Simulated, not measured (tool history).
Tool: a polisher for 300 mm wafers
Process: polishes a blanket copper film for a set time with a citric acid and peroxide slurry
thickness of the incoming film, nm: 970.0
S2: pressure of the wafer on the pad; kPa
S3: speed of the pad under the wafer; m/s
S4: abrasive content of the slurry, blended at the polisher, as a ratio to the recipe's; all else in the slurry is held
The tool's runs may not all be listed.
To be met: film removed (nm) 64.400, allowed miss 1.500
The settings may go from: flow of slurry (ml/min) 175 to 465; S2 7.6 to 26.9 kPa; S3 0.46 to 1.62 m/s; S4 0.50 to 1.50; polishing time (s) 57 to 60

{"run": 1, "day": 0.0, "flow of slurry (ml/min)": 295, "S2": 17.2, "S3": 1.04, "S4": 1.0, "polishing time (s)": 57, "film removed (nm)": 93.67}
{"run": 2, "day": 0.075, "flow of slurry (ml/min)": 295, "S2": 16.5, "S3": 1.04, "S4": 1.0, "polishing time (s)": 57, "film removed (nm)": 90.622}
{"run": 3, "day": 0.392, "flow of slurry (ml/min)": 295, "S2": 15.9, "S3": 1.04, "S4": 1.0, "polishing time (s)": 57, "film removed (nm)": 85.833}
{"run": 4, "day": 0.6, "flow of slurry (ml/min)": 295, "S2": 15.9, "S3": 1.04, "S4": 1.15, "polishing time (s)": 57, "film removed (nm)": 88.971}
{"run": 5, "day": 0.912, "flow of slurry (ml/min)": 295, "S2": 19.3, "S3": 1.04, "S4": 1.15, "polishing time (s)": 57, "film removed (nm)": 106.36}
{"run": 6, "day": 0.992, "flow of slurry (ml/min)": 295, "S2": 17.9, "S3": 1.04, "S4": 1.15, "polishing time (s)": 57, "film removed (nm)": 100.22}
{"run": 7, "day": 1.096, "flow of slurry (ml/min)": 295, "S2": 17.2, "S3": 1.04, "S4": 1.15, "polishing time (s)": 57, "film removed (nm)": 96.163}
{"run": 8, "day": 1.342, "flow of slurry (ml/min)": 295, "S2": 16.5, "S3": 1.04, "S4": 1.15, "polishing time (s)": 57, "film removed (nm)": 93.578}
{"run": 9, "day": 1.692, "flow of slurry (ml/min)": 295, "S2": 15.9, "S3": 1.04, "S4": 1.15, "polishing time (s)": 57, "film removed (nm)": 88.962}
{"run": 10, "day": 1.996, "flow of slurry (ml/min)": 295, "S2": 15.2, "S3": 1.04, "S4": 1.15, "polishing time (s)": 57, "film removed (nm)": 84.591}
{"run": 11, "day": 2.358, "flow of slurry (ml/min)": 295, "S2": 14.5, "S3": 1.04, "S4": 1.15, "polishing time (s)": 57, "film removed (nm)": 81.889}

Which of these 5 next moves meets every target?
{"run": "A", "day": 2.721, "flow of slurry (ml/min)": 260, "S2": 13.1, "S3": 0.84, "S4": 1.3, "polishing time (s)": 57, "film removed (nm)": "?"}
{"run": "B", "day": 2.721, "flow of slurry (ml/min)": 350, "S2": 15.9, "S3": 0.78, "S4": 0.85, "polishing time (s)": 57, "film removed (nm)": "?"}
{"run": "C", "day": 2.721, "flow of slurry (ml/min)": 255, "S2": 13.8, "S3": 0.86, "S4": 0.85, "polishing time (s)": 57, "film removed (nm)": "?"}
{"run": "D", "day": 2.721, "flow of slurry (ml/min)": 305, "S2": 13.1, "S3": 0.96, "S4": 1.15, "polishing time (s)": 57, "film removed (nm)": "?"}
{"run": "E", "day": 2.721, "flow of slurry (ml/min)": 405, "S2": 13.8, "S3": 0.86, "S4": 1.3, "polishing time (s)": 57, "film removed (nm)": "?"}

move=A film_removed_(nm)=62.149
move=B film_removed_(nm)=64.755
move=C film_removed_(nm)=60.840
move=D film_removed_(nm)=69.533
move=E film_removed_(nm)=68.748
A: takes the result that was furthest off past its target
B: meets every target
C: takes the result that was furthest off past its target
D: nearer than the last run, and not there yet
E: nearer than the last run, and not there yet
Answer: B
